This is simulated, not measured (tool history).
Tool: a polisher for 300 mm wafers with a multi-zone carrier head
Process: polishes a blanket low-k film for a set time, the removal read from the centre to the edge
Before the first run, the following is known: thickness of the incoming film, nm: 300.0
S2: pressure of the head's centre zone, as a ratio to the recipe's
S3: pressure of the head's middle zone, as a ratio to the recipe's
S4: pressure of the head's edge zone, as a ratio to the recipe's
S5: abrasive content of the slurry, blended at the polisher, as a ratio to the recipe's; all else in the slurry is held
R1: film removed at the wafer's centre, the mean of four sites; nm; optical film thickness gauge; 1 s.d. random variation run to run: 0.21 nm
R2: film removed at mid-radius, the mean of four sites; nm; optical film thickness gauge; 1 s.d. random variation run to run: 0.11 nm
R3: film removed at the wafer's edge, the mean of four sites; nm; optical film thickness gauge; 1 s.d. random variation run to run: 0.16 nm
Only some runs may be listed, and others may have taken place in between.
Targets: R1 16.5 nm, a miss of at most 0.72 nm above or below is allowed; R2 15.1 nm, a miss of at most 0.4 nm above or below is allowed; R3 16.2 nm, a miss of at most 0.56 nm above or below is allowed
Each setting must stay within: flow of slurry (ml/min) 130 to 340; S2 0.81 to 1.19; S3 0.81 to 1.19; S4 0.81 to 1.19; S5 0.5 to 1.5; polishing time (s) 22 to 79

run 1 day=0 | flow_of_slurry_(ml/min)=220 S2=1 S3=1 S4=1 S5=1 polishing_time_(s)=50 | R1=19.452 R2=19.544 R3=19.416
run 2 day=0.092 | flow_of_slurry_(ml/min)=210 S2=0.99 S3=0.96 S4=0.97 S5=0.95 polishing_time_(s)=50 | R1=18.216 R2=18.301 R3=18.573
run 3 day=0.362 | flow_of_slurry_(ml/min)=210 S2=0.99 S3=0.96 S4=0.97 S5=0.8 polishing_time_(s)=50 | R1=16.562 R2=16.444 R3=16.566
run 4 day=0.717 | flow_of_slurry_(ml/min)=200 S2=1 S3=0.94 S4=0.97 S5=0.8 polishing_time_(s)=50 | R1=17.088 R2=15.833 R3=16.429
run 5 day=0.962 | flow_of_slurry_(ml/min)=195 S2=0.99 S3=0.93 S4=0.97 S5=0.8 polishing_time_(s)=50 | R1=16.62 R2=15.705 R3=16.446
run 6 day=1.15 | flow_of_slurry_(ml/min)=195 S2=0.99 S3=0.93 S4=0.97 S5=1 polishing_time_(s)=50 | R1=19.037 R2=18.159 R3=18.754
run 7 day=1.371 | flow_of_slurry_(ml/min)=195 S2=0.99 S3=0.93 S4=0.97 S5=1 polishing_time_(s)=50 | R1=18.099 R2=17.829 R3=18.804
run 8 day=1.5 | flow_of_slurry_(ml/min)=185 S2=1 S3=0.91 S4=0.94 S5=0.95 polishing_time_(s)=50 | R1=17.814 R2=17.342 R3=17.82
run 9 day=1.746 | flow_of_slurry_(ml/min)=180 S2=1 S3=0.89 S4=0.93 S5=0.95 polishing_time_(s)=50 | R1=17.857 R2=16.543 R3=17.476
run 10 day=1.846 | flow_of_slurry_(ml/min)=175 S2=0.99 S3=0.88 S4=0.91 S5=0.95 polishing_time_(s)=50 | R1=17.711 R2=16.7 R3=17.318

Pick the move, out of 5, that brings all results within their allowed miss; only one does.
run A day=1.946 | flow_of_slurry_(ml/min)=190 S2=0.91 S3=0.93 S4=0.86 S5=1 polishing_time_(s)=50 | R1=? R2=? R3=?
run B day=1.946 | flow_of_slurry_(ml/min)=145 S2=0.87 S3=0.93 S4=0.98 S5=0.85 polishing_time_(s)=57 | R1=? R2=? R3=?
run C day=1.946 | flow_of_slurry_(ml/min)=175 S2=1 S3=0.88 S4=0.94 S5=0.8 polishing_time_(s)=51 | R1=? R2=? R3=?
run D day=1.946 | flow_of_slurry_(ml/min)=200 S2=0.97 S3=0.98 S4=0.81 S5=1.3 polishing_time_(s)=45 | R1=? R2=? R3=?
run E day=1.946 | flow_of_slurry_(ml/min)=180 S2=1.11 S3=1.18 S4=0.81 S5=0.85 polishing_time_(s)=51 | R1=? R2=? R3=?

move=A R1=17.087 R2=17.822 R3=17.987
move=B R1=15.982 R2=17.561 R3=19.118
move=C R1=16.593 R2=15.144 R3=16.654
move=D R1=18.748 R2=19.024 R3=17.948
move=E R1=19.271 R2=19.642 R3=16.159
A: lands further from the targets than the last run did
B: lands further from the targets than the last run did
C: all results in spec
D: lands further from the targets than the last run did
E: lands further from the targets than the last run did
Move C is the one to make.
